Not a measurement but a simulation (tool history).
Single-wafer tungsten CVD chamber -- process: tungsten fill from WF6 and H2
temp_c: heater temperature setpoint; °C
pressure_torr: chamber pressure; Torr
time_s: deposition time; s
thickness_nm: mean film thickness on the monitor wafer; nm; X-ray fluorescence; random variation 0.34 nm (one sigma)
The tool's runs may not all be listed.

Run 1, day 0: temp_c 390 °C, pressure_torr 44.2 Torr, time_s 25.4 s. Result: thickness_nm 75.145 nm.
Run 2, day 0.338: temp_c 390 °C, pressure_torr 37.7 Torr, time_s 25.4 s. Result: thickness_nm 66.771 nm.
Run 3, day 0.654: temp_c 390 °C, pressure_torr 37.7 Torr, time_s 24.3 s. Result: thickness_nm 63.872 nm.
Run 4, day 0.971: temp_c 390 °C, pressure_torr 37.7 Torr, time_s 25.4 s. Result: thickness_nm 66.698 nm.
Run 5, day 1.008: temp_c 382 °C, pressure_torr 37.7 Torr, time_s 25.4 s. Result: thickness_nm 55.616 nm.
Run 6, day 1.054: temp_c 382 °C, pressure_torr 37.7 Torr, time_s 25.4 s. Result: thickness_nm 55.841 nm.
Run 7, day 1.121: temp_c 384 °C, pressure_torr 37.7 Torr, time_s 25.4 s. Result: thickness_nm 58.563 nm.
Run 8, day 1.183: temp_c 385 °C, pressure_torr 37.7 Torr, time_s 25.4 s. Result: thickness_nm 59.778 nm.
Run 9, day 1.392: temp_c 386 °C, pressure_torr 37.7 Torr, time_s 25.4 s. Result: thickness_nm 60.795 nm.
Run 10, day 1.525: temp_c 387 °C, pressure_torr 37.7 Torr, time_s 25.4 s. Result: thickness_nm 62.892 nm.

Expected results for the next run?
Run 11, day 1.621: temp_c 388 °C, pressure_torr 37.7 Torr, time_s 25.4 s. Result: thickness_nm ?.

Run 11 measured thickness_nm 64.311 nm.

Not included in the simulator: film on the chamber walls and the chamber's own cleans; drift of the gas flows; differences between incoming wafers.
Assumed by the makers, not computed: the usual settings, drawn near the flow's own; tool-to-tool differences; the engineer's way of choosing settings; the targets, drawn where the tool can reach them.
